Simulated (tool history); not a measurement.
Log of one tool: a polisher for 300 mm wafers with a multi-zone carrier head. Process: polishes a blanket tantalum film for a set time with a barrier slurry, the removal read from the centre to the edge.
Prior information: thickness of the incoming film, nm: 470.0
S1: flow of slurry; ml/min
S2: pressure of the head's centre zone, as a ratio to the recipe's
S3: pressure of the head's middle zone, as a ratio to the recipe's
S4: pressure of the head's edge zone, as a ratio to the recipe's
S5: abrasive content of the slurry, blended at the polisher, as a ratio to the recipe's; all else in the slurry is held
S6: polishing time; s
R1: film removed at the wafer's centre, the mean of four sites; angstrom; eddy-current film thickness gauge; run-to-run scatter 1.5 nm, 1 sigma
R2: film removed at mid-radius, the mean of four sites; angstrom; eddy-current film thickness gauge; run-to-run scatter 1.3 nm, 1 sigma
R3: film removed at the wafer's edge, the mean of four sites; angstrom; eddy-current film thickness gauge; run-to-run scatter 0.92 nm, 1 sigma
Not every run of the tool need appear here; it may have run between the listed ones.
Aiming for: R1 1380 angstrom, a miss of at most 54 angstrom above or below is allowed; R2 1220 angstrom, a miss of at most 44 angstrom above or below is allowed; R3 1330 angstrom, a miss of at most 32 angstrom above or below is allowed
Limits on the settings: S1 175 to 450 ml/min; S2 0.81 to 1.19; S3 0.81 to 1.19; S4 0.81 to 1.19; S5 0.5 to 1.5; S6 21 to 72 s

{"run": 1, "hour": 0.0, "S1": 290, "S2": 1, "S3": 1, "S4": 1, "S5": 1, "S6": 46, "R1": 919.89, "R2": 967.34, "R3": 884.18}
{"run": 2, "hour": 7.3, "S1": 295, "S2": 1.02, "S3": 0.97, "S4": 1.05, "S5": 1.15, "S6": 48, "R1": 1020, "R2": 1016.1, "R3": 999}
{"run": 3, "hour": 11.5, "S1": 295, "S2": 1.02, "S3": 0.97, "S4": 1.05, "S5": 1.35, "S6": 48, "R1": 1054.1, "R2": 1032.6, "R3": 1022}
{"run": 4, "hour": 17.6, "S1": 295, "S2": 1.02, "S3": 0.92, "S4": 1.05, "S5": 1.35, "S6": 48, "R1": 1044.6, "R2": 1005.1, "R3": 1041.5}
{"run": 5, "hour": 23.9, "S1": 295, "S2": 0.99, "S3": 0.92, "S4": 1.05, "S5": 1.35, "S6": 48, "R1": 1030.1, "R2": 1011.7, "R3": 1040.7}
{"run": 6, "hour": 30.5, "S1": 295, "S2": 0.99, "S3": 0.92, "S4": 1.05, "S5": 1.35, "S6": 44, "R1": 940.1, "R2": 921.83, "R3": 938.73}
{"run": 7, "hour": 37.0, "S1": 305, "S2": 1.02, "S3": 0.93, "S4": 1.08, "S5": 1.4, "S6": 47, "R1": 1041, "R2": 995.82, "R3": 1037.1}
{"run": 8, "hour": 42.0, "S1": 310, "S2": 1.04, "S3": 0.94, "S4": 1.1, "S5": 1.45, "S6": 49, "R1": 1133.6, "R2": 1054.9, "R3": 1097.2}
{"run": 9, "hour": 48.0, "S1": 315, "S2": 1.05, "S3": 0.94, "S4": 1.12, "S5": 1.45, "S6": 51, "R1": 1189.9, "R2": 1114.8, "R3": 1138.3}
{"run": 10, "hour": 48.5, "S1": 315, "S2": 1.05, "S3": 0.92, "S4": 1.13, "S5": 1.45, "S6": 53, "R1": 1226, "R2": 1118.7, "R3": 1224}
{"run": 11, "hour": 52.7, "S1": 320, "S2": 1.06, "S3": 0.93, "S4": 1.14, "S5": 1.45, "S6": 54, "R1": 1276.2, "R2": 1188.5, "R3": 1237.5}
{"run": 12, "hour": 56.1, "S1": 325, "S2": 1.07, "S3": 0.92, "S4": 1.15, "S5": 1.45, "S6": 55, "R1": 1289.8, "R2": 1153.3, "R3": 1262.4}
{"run": 13, "hour": 64.6, "S1": 325, "S2": 1.07, "S3": 0.92, "S4": 1.15, "S5": 1.45, "S6": 56, "R1": 1318.3, "R2": 1207.6, "R3": 1286.6}
{"run": 14, "hour": 65.6, "S1": 325, "S2": 1.08, "S3": 0.92, "S4": 1.16, "S5": 1.45, "S6": 56, "R1": 1362.1, "R2": 1185.3, "R3": 1277.7}

Which single option among these 4 for the next run brings every result within its allowed miss of target? Just one does.
{"run": "A", "hour": 66.6, "S1": 230, "S2": 1.17, "S3": 0.98, "S4": 1.08, "S5": 1.5, "S6": 58, "R1": "?", "R2": "?", "R3": "?"}
{"run": "B", "hour": 66.6, "S1": 335, "S2": 1.05, "S3": 0.88, "S4": 1.09, "S5": 1.5, "S6": 59, "R1": "?", "R2": "?", "R3": "?"}
{"run": "C", "hour": 66.6, "S1": 285, "S2": 1.12, "S3": 0.87, "S4": 1.19, "S5": 1.5, "S6": 54, "R1": "?", "R2": "?", "R3": "?"}
{"run": "D", "hour": 66.6, "S1": 300, "S2": 1.11, "S3": 0.96, "S4": 1.19, "S5": 1.5, "S6": 52, "R1": "?", "R2": "?", "R3": "?"}

move=A R1=1442.1 R2=1276.7 R3=1254.9
move=B R1=1380.7 R2=1241.9 R3=1328.3
move=C R1=1323.9 R2=1106.8 R3=1255.9
move=D R1=1272.1 R2=1163.3 R3=1213.1
A: the biggest miss grows against the last run
B: meets every target
C: the biggest miss grows against the last run
D: the biggest miss grows against the last run
Answer: B
